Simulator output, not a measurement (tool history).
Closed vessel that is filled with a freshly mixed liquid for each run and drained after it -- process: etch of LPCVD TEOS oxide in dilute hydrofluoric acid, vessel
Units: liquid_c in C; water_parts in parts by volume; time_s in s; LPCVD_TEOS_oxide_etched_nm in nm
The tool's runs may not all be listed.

{"run": 1, "hour": 0.0, "liquid_c": 24, "water_parts": 215, "time_s": 30, "LPCVD_TEOS_oxide_etched_nm": 6.7952}
{"run": 2, "hour": 7.2, "liquid_c": 26.5, "water_parts": 215, "time_s": 30, "LPCVD_TEOS_oxide_etched_nm": 7.6037}
{"run": 3, "hour": 14.1, "liquid_c": 26.5, "water_parts": 280, "time_s": 30, "LPCVD_TEOS_oxide_etched_nm": 5.3563}
{"run": 4, "hour": 15.6, "liquid_c": 28, "water_parts": 240, "time_s": 30, "LPCVD_TEOS_oxide_etched_nm": 6.8059}
{"run": 5, "hour": 20.8, "liquid_c": 29, "water_parts": 205, "time_s": 30, "LPCVD_TEOS_oxide_etched_nm": 8.6496}
{"run": 6, "hour": 24.1, "liquid_c": 32, "water_parts": 205, "time_s": 30, "LPCVD_TEOS_oxide_etched_nm": 9.5796}
{"run": 7, "hour": 30.4, "liquid_c": 32, "water_parts": 185, "time_s": 30, "LPCVD_TEOS_oxide_etched_nm": 10.989}

For run 8, what comes out?
{"run": 8, "hour": 36.5, "liquid_c": 32, "water_parts": 175, "time_s": 30, "LPCVD_TEOS_oxide_etched_nm": "?"}

LPCVD_TEOS_oxide_etched_nm: 11.676 nm
